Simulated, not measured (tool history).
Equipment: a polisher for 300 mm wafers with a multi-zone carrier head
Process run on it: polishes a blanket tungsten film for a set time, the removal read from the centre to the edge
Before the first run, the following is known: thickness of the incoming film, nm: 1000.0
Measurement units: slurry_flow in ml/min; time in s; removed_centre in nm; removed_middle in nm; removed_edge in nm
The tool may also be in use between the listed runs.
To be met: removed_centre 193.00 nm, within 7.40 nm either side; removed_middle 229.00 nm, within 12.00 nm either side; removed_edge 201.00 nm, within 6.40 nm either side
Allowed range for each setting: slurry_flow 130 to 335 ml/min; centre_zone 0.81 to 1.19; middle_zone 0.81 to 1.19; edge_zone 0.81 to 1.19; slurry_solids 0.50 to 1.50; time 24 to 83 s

run	hour	slurry_flow	centre_zone	middle_zone	edge_zone	slurry_solids	time	removed_centre	removed_middle	removed_edge
1	0.0	215	1.00	1.00	1.00	1.00	53	320.68	311.20	335.61
2	2.8	215	1.00	1.00	0.96	1.00	53	318.76	312.13	323.39
3	5.2	210	0.98	1.01	0.93	0.90	50	291.17	282.19	287.25
4	9.7	205	0.94	1.04	0.92	0.80	48	253.11	273.37	270.18
5	14.2	205	0.94	1.04	0.99	0.80	48	251.02	276.55	279.62
6	15.8	160	0.94	1.04	0.99	0.80	48	239.77	266.06	267.66
7	19.3	155	0.93	1.05	0.96	0.75	47	228.89	253.56	254.36
8	26.8	155	0.93	1.07	0.93	0.70	46	221.54	247.39	238.88
9	33.3	150	0.92	1.08	0.91	0.65	46	209.50	246.14	231.04
10	39.0	150	0.92	1.09	0.89	0.60	46	207.37	239.57	223.47
11	40.9	150	0.92	1.09	0.89	0.60	46	208.02	236.10	224.72
12	47.7	150	0.92	1.09	0.89	0.60	46	209.51	245.41	226.36
13	52.8	150	0.92	1.09	0.88	0.60	46	204.45	238.06	225.36
14	54.0	150	0.93	1.11	0.87	0.60	46	210.44	246.47	221.21
15	57.1	150	0.93	1.11	0.86	0.60	46	212.09	236.43	219.58
16	58.0	150	0.90	1.18	0.82	0.50	43	178.15	229.05	189.98
17	65.4	155	0.91	1.17	0.83	0.50	43	186.58	226.38	194.24
# hour 69.1: edge zone pressure recalibrated
18	69.1	160	0.91	1.17	0.83	0.50	43	183.60	229.29	186.74
19	70.8	155	0.91	1.16	0.84	0.50	43	184.15	225.92	186.91
20	75.9	155	0.91	1.15	0.84	0.50	43	181.02	225.37	185.65
21	78.2	150	0.92	1.15	0.85	0.50	43	183.09	219.15	183.45
22	78.8	160	0.92	1.14	0.84	0.50	43	185.61	225.75	184.51
23	86.3	155	0.92	1.14	0.85	0.50	43	183.39	224.71	187.15
24	89.9	155	0.92	1.13	0.85	0.55	43	192.65	232.06	191.02
25	92.1	150	0.92	1.13	0.86	0.55	43	188.27	223.68	190.24

Pick the move, out of 5, that brings all results within their allowed miss; only one does.
A	94.3	185	1.00	1.14	0.87	0.65	37	?	?	?
B	94.3	130	0.83	0.93	0.88	0.70	44	?	?	?
C	94.3	130	0.94	1.00	0.86	0.55	43	?	?	?
D	94.3	170	0.91	1.19	0.85	0.50	43	?	?	?
E	94.3	195	0.89	1.09	0.86	0.55	44	?	?	?

move	removed_centre	removed_middle	removed_edge
A	188.66	210.07	179.48
B	179.31	204.48	212.06
C	184.47	197.00	190.16
D	181.25	230.68	188.28
E	190.69	229.84	202.67
A: the biggest miss grows against the last run
B: takes the result that was furthest off past its target
C: the biggest miss grows against the last run
D: the biggest miss grows against the last run
E: hits every target within its allowed miss
Correct choice: E, which meets every target
